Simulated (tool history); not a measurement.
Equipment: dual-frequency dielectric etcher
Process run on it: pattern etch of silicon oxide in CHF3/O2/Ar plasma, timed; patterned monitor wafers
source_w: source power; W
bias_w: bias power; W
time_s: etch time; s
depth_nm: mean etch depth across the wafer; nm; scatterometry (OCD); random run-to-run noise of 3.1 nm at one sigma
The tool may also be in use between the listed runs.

run  hour  source_w  bias_w  time_s  depth_nm
  1   0.0       570     147   236.0    391.30
  2   7.0       630     147   236.0    404.59
  3   9.2       660     151   236.0    421.45
  4  12.9       680     152   236.0    428.69
  5  17.3       700     153   236.0    438.38
  6  26.4       710     154   236.0    436.71

Run 7 comes next. What will it give?
  7  27.8       720     155   236.0         ?

depth_nm: 447.41 nm
